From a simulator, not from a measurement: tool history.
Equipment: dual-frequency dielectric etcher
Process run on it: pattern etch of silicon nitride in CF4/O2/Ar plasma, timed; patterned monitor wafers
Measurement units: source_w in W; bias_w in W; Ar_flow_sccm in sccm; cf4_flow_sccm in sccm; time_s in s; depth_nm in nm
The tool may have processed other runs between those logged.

run 1 hour=0 | source_w=550 bias_w=36 Ar_flow_sccm=126 cf4_flow_sccm=113 time_s=114.5 | depth_nm=213.22
run 2 hour=2.5 | source_w=550 bias_w=36 Ar_flow_sccm=126 cf4_flow_sccm=95 time_s=114.5 | depth_nm=205.02
run 3 hour=8.6 | source_w=550 bias_w=36 Ar_flow_sccm=126 cf4_flow_sccm=110 time_s=114.5 | depth_nm=210.71
run 4 hour=10.1 | source_w=490 bias_w=36 Ar_flow_sccm=126 cf4_flow_sccm=110 time_s=114.5 | depth_nm=193.25
run 5 hour=16.3 | source_w=490 bias_w=36 Ar_flow_sccm=126 cf4_flow_sccm=110 time_s=106 | depth_nm=178.29
run 6 hour=18.2 | source_w=490 bias_w=36 Ar_flow_sccm=107 cf4_flow_sccm=110 time_s=106 | depth_nm=183.41
run 7 hour=21.2 | source_w=530 bias_w=36 Ar_flow_sccm=107 cf4_flow_sccm=110 time_s=106 | depth_nm=196.06
run 8 hour=25.7 | source_w=560 bias_w=36 Ar_flow_sccm=107 cf4_flow_sccm=110 time_s=106 | depth_nm=203.99
run 9 hour=34.6 | source_w=580 bias_w=36 Ar_flow_sccm=107 cf4_flow_sccm=110 time_s=106 | depth_nm=209.28
run 10 hour=39.6 | source_w=600 bias_w=36 Ar_flow_sccm=107 cf4_flow_sccm=110 time_s=106 | depth_nm=216.31
run 11 hour=46.2 | source_w=620 bias_w=36 Ar_flow_sccm=107 cf4_flow_sccm=110 time_s=106 | depth_nm=218.16
run 12 hour=48.5 | source_w=640 bias_w=36 Ar_flow_sccm=107 cf4_flow_sccm=110 time_s=106 | depth_nm=226.26
run 13 hour=54.7 | source_w=650 bias_w=36 Ar_flow_sccm=107 cf4_flow_sccm=110 time_s=106 | depth_nm=228.88

For run 14, what comes out?
run 14 hour=58.2 | source_w=650 bias_w=36 Ar_flow_sccm=107 cf4_flow_sccm=110 time_s=106 | depth_nm=?

Run 14 gave depth_nm 227.06 nm.
